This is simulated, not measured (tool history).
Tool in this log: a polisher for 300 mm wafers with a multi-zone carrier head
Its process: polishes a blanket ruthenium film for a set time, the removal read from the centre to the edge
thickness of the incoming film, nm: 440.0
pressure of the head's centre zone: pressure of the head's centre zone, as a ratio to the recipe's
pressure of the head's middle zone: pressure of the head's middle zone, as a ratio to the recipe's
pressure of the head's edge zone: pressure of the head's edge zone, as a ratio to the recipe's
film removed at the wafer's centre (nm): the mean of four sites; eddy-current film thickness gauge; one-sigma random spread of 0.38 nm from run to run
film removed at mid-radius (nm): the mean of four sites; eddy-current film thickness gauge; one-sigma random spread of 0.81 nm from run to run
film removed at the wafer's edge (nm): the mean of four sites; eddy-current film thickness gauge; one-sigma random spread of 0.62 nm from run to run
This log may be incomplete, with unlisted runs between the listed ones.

run	hour	flow of slurry (ml/min)	pressure of the head's centre zone	pressure of the head's middle zone	pressure of the head's edge zone	polishing time (s)	film removed at the wafer's centre (nm)	film removed at mid-radius (nm)	film removed at the wafer's edge (nm)
1	0.0	215	1.00	1.00	1.00	83	71.295	71.699	69.378
2	7.2	215	1.00	1.00	1.00	74	62.949	64.169	62.262
3	10.1	215	1.03	1.00	1.00	74	66.245	63.295	62.537
4	17.6	195	1.03	1.00	1.00	74	64.069	63.573	60.961
5	20.9	195	1.03	0.92	1.00	74	63.949	58.680	60.966
6	22.2	195	1.09	0.92	1.00	74	67.395	58.505	62.116
7	24.7	185	1.03	0.97	1.04	75	63.882	60.557	62.511
8	25.9	180	0.98	1.02	1.05	77	61.495	65.418	63.983
9	33.0	180	0.98	1.02	1.05	77	62.255	65.982	64.221
10	34.2	175	0.96	1.05	1.06	78	61.605	68.937	65.445

Run 11 has not been measured yet. What should we expect?
11	39.3	170	0.94	1.07	1.07	78	?	?	?

Run 11 measured film removed at the wafer's centre (nm) 59.662, film removed at mid-radius (nm) 68.955, film removed at the wafer's edge (nm) 64.316.
